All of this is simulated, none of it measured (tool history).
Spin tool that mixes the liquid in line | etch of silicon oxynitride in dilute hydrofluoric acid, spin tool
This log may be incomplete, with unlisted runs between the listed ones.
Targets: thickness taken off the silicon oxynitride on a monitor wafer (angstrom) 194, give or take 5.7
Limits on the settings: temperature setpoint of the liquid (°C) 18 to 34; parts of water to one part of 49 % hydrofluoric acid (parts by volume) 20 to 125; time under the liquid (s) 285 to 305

run	hour	temperature setpoint of the liquid (°C)	parts of water to one part of 49 % hydrofluoric acid (parts by volume)	time under the liquid (s)	thickness taken off the silicon oxynitride on a monitor wafer (angstrom)
1	0	26	70	285	101.61
2	8.3	26	50	285	142.2
3	8.8	26	40	285	179.13
4	10.2	26.5	40	285	182.37
5	11.7	24.5	40	285	167.6
6	15.9	24.5	55	285	121.02
7	19	27	55	285	134.73
8	25.9	29	50	285	166.6

Exercise: of the 5 proposed moves below, exactly one satisfies all targets within the stated allowed misses. Which move is it?
A	32.8	27	45	305	?
B	32.8	28.5	60	290	?
C	32.8	28	55	285	?
D	32.8	27.5	55	285	?
E	32.8	27.5	40	285	?

move	thickness taken off the silicon oxynitride on a monitor wafer (angstrom)
A	182.44
B	137.69
C	144.9
D	141.52
E	197.31
A: an improvement on the last run, though not all results are within tolerance
B: misses by more than the last run did
C: misses by more than the last run did
D: misses by more than the last run did
E: all results land within tolerance of their targets
Answer: E

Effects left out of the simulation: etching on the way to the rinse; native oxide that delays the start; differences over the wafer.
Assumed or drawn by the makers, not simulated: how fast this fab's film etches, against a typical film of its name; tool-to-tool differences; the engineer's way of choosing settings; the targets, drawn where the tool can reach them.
